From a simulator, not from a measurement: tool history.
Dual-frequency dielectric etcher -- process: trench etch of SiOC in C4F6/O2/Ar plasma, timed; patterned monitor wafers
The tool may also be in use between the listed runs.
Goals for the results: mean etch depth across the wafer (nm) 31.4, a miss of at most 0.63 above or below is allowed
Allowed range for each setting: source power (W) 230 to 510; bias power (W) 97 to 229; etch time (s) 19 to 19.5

run,day,source power (W),bias power (W),etch time (s),mean etch depth across the wafer (nm)
1,0,370,163,19,37.3
2,0.171,370,153,19,36.255
3,0.346,430,153,19,38.046
4,0.688,430,153,19,38.239
5,0.962,380,143,19,35.262
6,1.288,350,140,19,33.893
7,1.588,330,138,19,32.845
8,1.842,320,137,19,32.138

Consider the 4 candidate settings below. Which is the only one whose results all fall within their allowed miss of target?
A,2.096,360,132,19,?
B,2.096,300,138,19,?
C,2.096,310,145,19,?
D,2.096,310,138,19.5,?

move,mean etch depth across the wafer (nm)
A,33.173
B,31.544
C,32.739
D,32.796
A: the biggest miss grows against the last run
B: hits every target within its allowed miss
C: the biggest miss grows against the last run
D: the biggest miss grows against the last run
Move B is the one to make.

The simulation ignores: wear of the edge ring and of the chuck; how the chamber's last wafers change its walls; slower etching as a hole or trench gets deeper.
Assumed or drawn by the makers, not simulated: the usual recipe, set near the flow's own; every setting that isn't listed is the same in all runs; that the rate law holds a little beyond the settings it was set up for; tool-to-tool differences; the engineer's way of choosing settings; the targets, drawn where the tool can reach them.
